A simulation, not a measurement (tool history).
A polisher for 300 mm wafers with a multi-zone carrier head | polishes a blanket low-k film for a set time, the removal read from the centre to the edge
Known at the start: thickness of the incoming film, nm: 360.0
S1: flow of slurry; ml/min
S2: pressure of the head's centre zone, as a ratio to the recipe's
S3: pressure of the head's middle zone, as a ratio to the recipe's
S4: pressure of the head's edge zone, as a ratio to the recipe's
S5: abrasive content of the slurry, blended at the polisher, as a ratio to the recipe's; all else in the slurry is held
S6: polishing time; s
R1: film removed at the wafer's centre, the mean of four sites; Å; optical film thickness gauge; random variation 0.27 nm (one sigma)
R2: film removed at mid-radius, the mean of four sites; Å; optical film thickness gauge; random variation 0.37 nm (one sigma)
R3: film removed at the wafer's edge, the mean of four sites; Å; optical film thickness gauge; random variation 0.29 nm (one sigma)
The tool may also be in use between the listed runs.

Run 1, hour 0.0: S1 290 ml/min, S2 1.00, S3 1.00, S4 1.00, S5 1.00, S6 75 s. Result: R1 333.01 Å, R2 322.67 Å, R3 322.79 Å.
Run 2, hour 8.4: S1 285 ml/min, S2 0.95, S3 0.98, S4 1.00, S5 0.90, S6 75 s. Result: R1 300.61 Å, R2 299.95 Å, R3 311.86 Å.
Run 3, hour 13.7: S1 280 ml/min, S2 0.92, S3 0.97, S4 0.98, S5 0.85, S6 75 s. Result: R1 285.78 Å, R2 297.92 Å, R3 301.85 Å.
Run 4, hour 17.3: S1 280 ml/min, S2 0.92, S3 0.97, S4 0.98, S5 1.05, S6 75 s. Result: R1 305.58 Å, R2 327.48 Å, R3 326.71 Å.
At hour 22.6: worn pad replaced by a new one.
Run 5, hour 22.6: S1 280 ml/min, S2 0.87, S3 0.97, S4 0.98, S5 1.05, S6 75 s. Result: R1 316.14 Å, R2 346.32 Å, R3 358.29 Å.
Run 6, hour 23.9: S1 265 ml/min, S2 0.85, S3 0.93, S4 0.96, S5 0.95, S6 75 s. Result: R1 293.02 Å, R2 327.91 Å, R3 339.14 Å.
Run 7, hour 31.8: S1 270 ml/min, S2 0.86, S3 0.83, S4 0.98, S5 0.70, S6 71 s. Result: R1 251.35 Å, R2 249.35 Å, R3 283.80 Å.
Run 8, hour 40.7: S1 270 ml/min, S2 0.85, S3 0.84, S4 0.97, S5 0.70, S6 71 s. Result: R1 250.77 Å, R2 251.02 Å, R3 289.65 Å.

The next listed run, before its measurement:
Run 9, hour 43.8: S1 270 ml/min, S2 0.85, S3 0.86, S4 0.96, S5 0.70, S6 71 s. Result: R1 ?, R2 ?, R3 ?.

{"run 9": {"R1": 252.07, "R2": 250.49, "R3": 291.96}}

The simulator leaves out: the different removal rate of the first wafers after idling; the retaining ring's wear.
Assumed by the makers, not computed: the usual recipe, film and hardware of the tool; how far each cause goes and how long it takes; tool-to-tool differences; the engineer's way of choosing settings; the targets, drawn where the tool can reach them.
